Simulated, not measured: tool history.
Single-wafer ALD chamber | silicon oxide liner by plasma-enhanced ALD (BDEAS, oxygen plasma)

| run | hour | heater temperature setpoint (K) | number of ALD cycles (cycles) | mean film thickness on the monitor wafer (angstrom) |
|---|---|---|---|---|
| 1 | 0.0 | 588.15 | 29 | 24.497 |
| 2 | 5.9 | 588.15 | 26 | 21.552 |
| 3 | 10.1 | 583.15 | 26 | 21.879 |
| 4 | 13.5 | 574.15 | 26 | 22.219 |
| 5 | 20.9 | 574.15 | 28 | 23.878 |
| 6 | 22.7 | 575.15 | 27 | 22.896 |
| 7 | 29.1 | 575.15 | 26 | 22.133 |

Run 8 comes next. What will it give?
| 8 | 31.6 | 577.15 | 23 | ? |

mean film thickness on the monitor wafer (angstrom): 19.557

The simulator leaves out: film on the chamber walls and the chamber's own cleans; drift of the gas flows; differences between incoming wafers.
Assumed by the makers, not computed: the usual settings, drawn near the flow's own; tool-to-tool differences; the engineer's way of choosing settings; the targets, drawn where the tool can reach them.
